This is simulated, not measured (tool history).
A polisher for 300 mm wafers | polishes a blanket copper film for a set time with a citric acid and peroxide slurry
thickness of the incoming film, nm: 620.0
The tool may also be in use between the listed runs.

run,hour,flow of slurry (ml/min),pressure of the wafer on the pad (psi),speed of the pad under the wafer (m/s),abrasive content of the slurry,polishing time (s),film removed (angstrom)
1,0.0,205,4.1,1.08,1.00,66,1948.0
2,7.0,205,4.1,1.08,1.00,69,2034.9
3,12.9,205,4.1,1.08,1.15,69,2101.2
4,14.0,205,4.9,1.08,1.15,69,2408.0
5,21.4,200,4.6,1.06,1.15,69,2230.7
6,27.8,200,4.6,1.06,1.15,66,2164.5
7,35.2,200,4.3,1.04,1.15,66,2008.9
8,41.4,200,4.0,1.02,1.15,66,1866.9
9,48.1,200,3.8,1.00,1.15,66,1773.8
10,56.5,200,3.6,0.98,1.15,66,1656.5
11,59.4,200,3.4,0.98,1.15,66,1583.2
12,61.4,200,3.2,0.98,1.15,66,1537.8
13,67.8,200,3.1,0.98,1.15,66,1503.4
14,75.0,200,3.0,0.98,1.15,66,1457.6
15,78.8,200,2.9,0.98,1.15,66,1426.9
16,87.0,200,2.9,0.98,1.15,66,1433.8
17,92.6,200,2.8,0.98,1.15,66,1406.4
18,99.9,170,1.9,0.96,1.15,66,1076.1
19,105.1,180,1.9,0.96,1.15,66,1076.8

Run 20 comes next. What will it give?
20,112.3,190,1.9,0.96,1.15,66,?

film removed (angstrom): 1076.1
